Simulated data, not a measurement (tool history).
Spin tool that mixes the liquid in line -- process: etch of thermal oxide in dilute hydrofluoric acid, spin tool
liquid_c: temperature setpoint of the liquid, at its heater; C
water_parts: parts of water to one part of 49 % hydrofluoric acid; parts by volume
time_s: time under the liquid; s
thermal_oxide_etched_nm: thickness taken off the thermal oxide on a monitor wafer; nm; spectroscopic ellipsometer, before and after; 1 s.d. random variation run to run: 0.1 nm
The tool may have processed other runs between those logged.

run,day,liquid_c,water_parts,time_s,thermal_oxide_etched_nm
1,0,22,60,220,16.765
2,0.125,22,60,220,17.019
3,0.325,21.5,60,220,16.43
4,0.45,21,60,220,16.313
5,0.721,21,80,220,12.162
6,0.838,21,75,220,12.626
7,1.067,20.5,75,220,12.512
8,1.221,20,75,220,12.248

Run 9 is up next; what results do you expect?
9,1.288,18.5,75,220,?

thermal_oxide_etched_nm: 11.532 nm
